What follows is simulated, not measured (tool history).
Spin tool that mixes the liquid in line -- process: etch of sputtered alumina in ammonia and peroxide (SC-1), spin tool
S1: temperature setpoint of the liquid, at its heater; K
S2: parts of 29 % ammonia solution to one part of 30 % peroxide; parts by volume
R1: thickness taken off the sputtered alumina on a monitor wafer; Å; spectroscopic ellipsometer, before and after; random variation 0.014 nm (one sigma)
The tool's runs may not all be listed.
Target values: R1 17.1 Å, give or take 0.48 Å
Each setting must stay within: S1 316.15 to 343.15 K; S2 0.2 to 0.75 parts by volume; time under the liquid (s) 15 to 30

Run 1, day 0: S1 332.15 K, S2 0.45 parts by volume, time under the liquid (s) 30. Result: R1 20.354 Å.
Run 2, day 0.317: S1 331.65 K, S2 0.45 parts by volume, time under the liquid (s) 30. Result: R1 19.506 Å.
Run 3, day 0.496: S1 331.15 K, S2 0.45 parts by volume, time under the liquid (s) 30. Result: R1 19.344 Å.
Run 4, day 0.542: S1 331.15 K, S2 0.45 parts by volume, time under the liquid (s) 30. Result: R1 19.067 Å.
Run 5, day 0.904: S1 331.15 K, S2 0.45 parts by volume, time under the liquid (s) 30. Result: R1 19.054 Å.
Run 6, day 1.004: S1 333.65 K, S2 0.45 parts by volume, time under the liquid (s) 30. Result: R1 21.795 Å.
Run 7, day 1.029: S1 332.65 K, S2 0.45 parts by volume, time under the liquid (s) 30. Result: R1 20.735 Å.
Run 8, day 1.05: S1 332.15 K, S2 0.45 parts by volume, time under the liquid (s) 30. Result: R1 20.253 Å.
Run 9, day 1.15: S1 331.65 K, S2 0.45 parts by volume, time under the liquid (s) 30. Result: R1 19.709 Å.
Run 10, day 1.488: S1 331.15 K, S2 0.45 parts by volume, time under the liquid (s) 30. Result: R1 19.106 Å.
Run 11, day 1.658: S1 330.65 K, S2 0.45 parts by volume, time under the liquid (s) 30. Result: R1 18.51 Å.

Which one of the following 4 next-run settings gets every result inside its allowed miss? There is exactly one.
Run A, day 1.829: S1 342.65 K, S2 0.5 parts by volume, time under the liquid (s) 15. Result: R1 ?.
Run B, day 1.829: S1 330.15 K, S2 0.5 parts by volume, time under the liquid (s) 30. Result: R1 ?.
Run C, day 1.829: S1 331.65 K, S2 0.45 parts by volume, time under the liquid (s) 30. Result: R1 ?.
Run D, day 1.829: S1 331.65 K, S2 0.55 parts by volume, time under the liquid (s) 30. Result: R1 ?.

move      R1
   A  17.122
   B  18.276
   C  19.567
   D  19.941
A: meets every target
B: closes in on the targets versus the last run, not all within tolerance yet
C: moves away from the targets compared with the last run
D: moves away from the targets compared with the last run
A is the move that brings every result within its allowed miss.
